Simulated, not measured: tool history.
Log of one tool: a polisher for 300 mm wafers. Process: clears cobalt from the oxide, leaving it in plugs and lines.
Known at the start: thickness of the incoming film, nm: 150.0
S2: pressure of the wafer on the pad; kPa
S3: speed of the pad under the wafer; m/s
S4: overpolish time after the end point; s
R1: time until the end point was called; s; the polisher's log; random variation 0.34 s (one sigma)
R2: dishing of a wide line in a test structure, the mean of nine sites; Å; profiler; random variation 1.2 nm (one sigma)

{"run": 1, "hour": 0.0, "flow of slurry (ml/min)": 290, "S2": 15.2, "S3": 0.86, "S4": 18, "R1": 30.552, "R2": 480.43}
{"run": 2, "hour": 5.3, "flow of slurry (ml/min)": 290, "S2": 15.2, "S3": 0.86, "S4": 12, "R1": 29.782, "R2": 400.93}
{"run": 3, "hour": 8.1, "flow of slurry (ml/min)": 290, "S2": 15.2, "S3": 0.86, "S4": 16, "R1": 30.238, "R2": 440.32}
{"run": 4, "hour": 15.0, "flow of slurry (ml/min)": 290, "S2": 17.2, "S3": 0.88, "S4": 15, "R1": 26.147, "R2": 443.69}
{"run": 5, "hour": 20.5, "flow of slurry (ml/min)": 290, "S2": 18.6, "S3": 0.9, "S4": 16, "R1": 24.846, "R2": 471.53}
{"hour": 21.3, "done": "worn pad replaced by a new one"}
{"run": 6, "hour": 21.3, "flow of slurry (ml/min)": 255, "S2": 18.6, "S3": 0.9, "S4": 16, "R1": 23.691, "R2": 504.08}

Forecast run 7:
{"run": 7, "hour": 25.6, "flow of slurry (ml/min)": 250, "S2": 20.0, "S3": 0.92, "S4": 15, "R1": "?", "R2": "?"}

{"run 7": {"R1": 22.027, "R2": 487.66}}

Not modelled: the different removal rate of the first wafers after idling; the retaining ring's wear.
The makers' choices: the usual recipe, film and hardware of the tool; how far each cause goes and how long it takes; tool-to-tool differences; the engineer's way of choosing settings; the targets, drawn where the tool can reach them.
